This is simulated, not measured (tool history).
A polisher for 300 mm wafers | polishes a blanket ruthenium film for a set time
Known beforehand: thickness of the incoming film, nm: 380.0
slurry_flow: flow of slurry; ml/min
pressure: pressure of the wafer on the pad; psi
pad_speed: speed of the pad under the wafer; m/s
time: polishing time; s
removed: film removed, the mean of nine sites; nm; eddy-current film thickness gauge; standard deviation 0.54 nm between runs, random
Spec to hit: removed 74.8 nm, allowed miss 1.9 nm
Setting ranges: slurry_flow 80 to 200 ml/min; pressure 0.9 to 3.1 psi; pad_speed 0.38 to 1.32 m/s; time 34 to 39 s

Run 1, hour 0: slurry_flow 130 ml/min, pressure 2 psi, pad_speed 0.84 m/s, time 39 s. Result: removed 44.118 nm.
Run 2, hour 6.2: slurry_flow 130 ml/min, pressure 2 psi, pad_speed 0.68 m/s, time 39 s. Result: removed 35.578 nm.
Run 3, hour 6.8: slurry_flow 130 ml/min, pressure 1.7 psi, pad_speed 0.68 m/s, time 39 s. Result: removed 30.583 nm.
Run 4, hour 9.6: slurry_flow 100 ml/min, pressure 1.7 psi, pad_speed 0.68 m/s, time 39 s. Result: removed 28.463 nm.
Run 5, hour 13.4: slurry_flow 115 ml/min, pressure 2 psi, pad_speed 0.7 m/s, time 39 s. Result: removed 35.462 nm.
Run 6, hour 15.3: slurry_flow 140 ml/min, pressure 2 psi, pad_speed 0.7 m/s, time 39 s. Result: removed 37.122 nm.
Run 7, hour 23.8: slurry_flow 150 ml/min, pressure 2.2 psi, pad_speed 0.72 m/s, time 39 s. Result: removed 42.601 nm.
Run 8, hour 28.4: slurry_flow 155 ml/min, pressure 2.4 psi, pad_speed 0.74 m/s, time 39 s. Result: removed 47.63 nm.
Run 9, hour 29: slurry_flow 160 ml/min, pressure 2.5 psi, pad_speed 0.76 m/s, time 39 s. Result: removed 51.352 nm.
Run 10, hour 30.4: slurry_flow 185 ml/min, pressure 3.1 psi, pad_speed 0.82 m/s, time 39 s. Result: removed 69.912 nm.
Run 11, hour 34.6: slurry_flow 185 ml/min, pressure 3.1 psi, pad_speed 0.84 m/s, time 39 s. Result: removed 71.527 nm.

5 candidate next runs follow, results not yet known. Just one meets every target within its allowed miss. Identify it.
Run A, hour 38.8: slurry_flow 200 ml/min, pressure 3.1 psi, pad_speed 0.9 m/s, time 35 s. Result: removed ?.
Run B, hour 38.8: slurry_flow 200 ml/min, pressure 3 psi, pad_speed 0.88 m/s, time 36 s. Result: removed ?.
Run C, hour 38.8: slurry_flow 185 ml/min, pressure 3 psi, pad_speed 0.86 m/s, time 38 s. Result: removed ?.
Run D, hour 38.8: slurry_flow 200 ml/min, pressure 3.1 psi, pad_speed 1 m/s, time 34 s. Result: removed ?.
Run E, hour 38.8: slurry_flow 175 ml/min, pressure 2.9 psi, pad_speed 1 m/s, time 35 s. Result: removed ?.

move  removed
   A   69.935
   B   68.154
   C   69.578
   D   75.274
   E   71.182
A: misses by more than the last run did
B: misses by more than the last run did
C: misses by more than the last run did
D: all results land within tolerance of their targets
E: misses by more than the last run did
Correct choice: D, which meets every target

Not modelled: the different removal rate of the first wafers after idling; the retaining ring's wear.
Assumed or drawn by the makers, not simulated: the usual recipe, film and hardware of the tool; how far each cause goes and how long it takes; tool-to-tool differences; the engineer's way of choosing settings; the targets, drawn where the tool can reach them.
